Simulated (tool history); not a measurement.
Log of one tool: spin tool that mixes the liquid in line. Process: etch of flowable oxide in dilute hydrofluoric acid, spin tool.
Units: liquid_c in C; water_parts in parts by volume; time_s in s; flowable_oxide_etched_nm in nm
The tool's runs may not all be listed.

run 1 day=0.000 | liquid_c=21.0 water_parts=140 time_s=185 | flowable_oxide_etched_nm=36.596
run 2 day=0.188 | liquid_c=18.0 water_parts=140 time_s=185 | flowable_oxide_etched_nm=32.266
run 3 day=0.246 | liquid_c=18.0 water_parts=140 time_s=200 | flowable_oxide_etched_nm=34.964
run 4 day=0.479 | liquid_c=19.5 water_parts=140 time_s=200 | flowable_oxide_etched_nm=37.089
run 5 day=0.721 | liquid_c=22.5 water_parts=140 time_s=200 | flowable_oxide_etched_nm=41.648
run 6 day=0.896 | liquid_c=23.5 water_parts=140 time_s=200 | flowable_oxide_etched_nm=43.571
run 7 day=1.208 | liquid_c=24.0 water_parts=140 time_s=200 | flowable_oxide_etched_nm=44.500
run 8 day=1.296 | liquid_c=24.5 water_parts=140 time_s=200 | flowable_oxide_etched_nm=45.389

Forecast run 9:
run 9 day=1.654 | liquid_c=25.0 water_parts=140 time_s=200 | flowable_oxide_etched_nm=?

flowable_oxide_etched_nm: 45.914 nm

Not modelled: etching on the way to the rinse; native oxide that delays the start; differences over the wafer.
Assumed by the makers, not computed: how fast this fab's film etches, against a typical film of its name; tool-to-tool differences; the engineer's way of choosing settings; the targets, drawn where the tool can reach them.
